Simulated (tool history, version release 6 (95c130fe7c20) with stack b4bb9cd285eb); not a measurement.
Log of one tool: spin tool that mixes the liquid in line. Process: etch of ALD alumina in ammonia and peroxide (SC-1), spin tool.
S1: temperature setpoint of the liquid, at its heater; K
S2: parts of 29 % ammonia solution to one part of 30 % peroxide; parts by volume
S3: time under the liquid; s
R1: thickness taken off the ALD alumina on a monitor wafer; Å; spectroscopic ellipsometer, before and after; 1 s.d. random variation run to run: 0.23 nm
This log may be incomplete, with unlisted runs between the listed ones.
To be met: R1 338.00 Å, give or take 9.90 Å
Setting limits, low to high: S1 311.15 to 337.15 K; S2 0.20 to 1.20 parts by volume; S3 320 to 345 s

run,hour,S1,S2,S3,R1
1,0.0,321.15,0.85,320,219.93
2,1.3,317.65,0.85,320,181.40
3,3.3,317.65,0.65,320,176.19
4,8.6,317.65,0.45,320,169.15
5,14.6,320.15,0.45,320,197.06
6,19.5,315.15,0.45,320,146.68
# hour 28.3: thermometer replaced
7,28.3,317.65,0.45,320,150.69
8,34.3,325.65,0.75,345,265.83
9,35.5,331.15,0.75,345,359.87

Pick the move, out of 5, that brings all results within their allowed miss; only one does.
A,36.7,331.65,0.65,345,?
B,36.7,329.65,0.75,330,?
C,36.7,329.65,0.95,345,?
D,36.7,333.15,0.80,345,?
E,36.7,334.15,0.65,335,?

move,R1
A,362.45
B,316.57
C,338.46
D,399.37
E,400.22
A: moves away from the targets compared with the last run
B: moves the result that the last run missed by most past its target, out the other side
C: in spec on every target
D: moves away from the targets compared with the last run
E: moves away from the targets compared with the last run
The right move is C.

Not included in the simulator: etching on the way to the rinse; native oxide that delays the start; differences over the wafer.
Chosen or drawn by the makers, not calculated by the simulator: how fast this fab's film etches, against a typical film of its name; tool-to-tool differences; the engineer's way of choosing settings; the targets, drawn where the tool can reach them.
